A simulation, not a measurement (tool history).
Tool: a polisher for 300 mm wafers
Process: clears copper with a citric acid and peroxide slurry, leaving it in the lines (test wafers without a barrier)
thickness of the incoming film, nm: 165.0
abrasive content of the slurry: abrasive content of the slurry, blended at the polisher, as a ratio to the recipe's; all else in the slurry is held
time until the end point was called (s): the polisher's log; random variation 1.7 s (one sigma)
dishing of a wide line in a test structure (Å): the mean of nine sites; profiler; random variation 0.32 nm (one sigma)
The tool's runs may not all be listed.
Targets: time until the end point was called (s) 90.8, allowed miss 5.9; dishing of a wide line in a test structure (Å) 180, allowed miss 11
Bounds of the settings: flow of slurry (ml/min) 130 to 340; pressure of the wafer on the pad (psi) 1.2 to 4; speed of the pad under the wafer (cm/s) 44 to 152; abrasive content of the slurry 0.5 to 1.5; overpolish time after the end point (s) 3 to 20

run,day,flow of slurry (ml/min),pressure of the wafer on the pad (psi),speed of the pad under the wafer (cm/s),abrasive content of the slurry,overpolish time after the end point (s),time until the end point was called (s),dishing of a wide line in a test structure (Å)
1,0,220,2.6,98,1,10,86.464,128.02
2,0.296,175,2.6,98,1,10,85.357,126.3
3,0.404,175,2.6,98,1,11,89.097,142.58
4,0.433,215,2.6,98,1,11,86.731,139.28
5,0.596,215,2.6,82,1,11,103.71,118.22
6,0.625,215,2.9,82,1,11,93.304,136.11
7,0.958,215,2.9,82,1,12,94.073,142.13
8,1.183,215,2.9,82,1,13,95.035,152.88

4 next moves are on the table. One of them brings every result within its allowed miss. Which?
A,1.408,210,2.5,84,0.95,18,?,?
B,1.408,240,2.5,92,0.7,19,?,?
C,1.408,215,3.4,76,0.7,15,?,?
D,1.408,205,2.8,76,1,17,?,?

move,time until the end point was called (s),dishing of a wide line in a test structure (Å)
A,104.03,182.79
B,98.495,201.97
C,88.97,179.53
D,102.11,176.82
A: brings the result that was furthest off to its target, and leaves another outside
B: takes the result that was furthest off past its target
C: meets every target
D: brings the result that was furthest off to its target, and leaves another outside
Move C is the one to make.
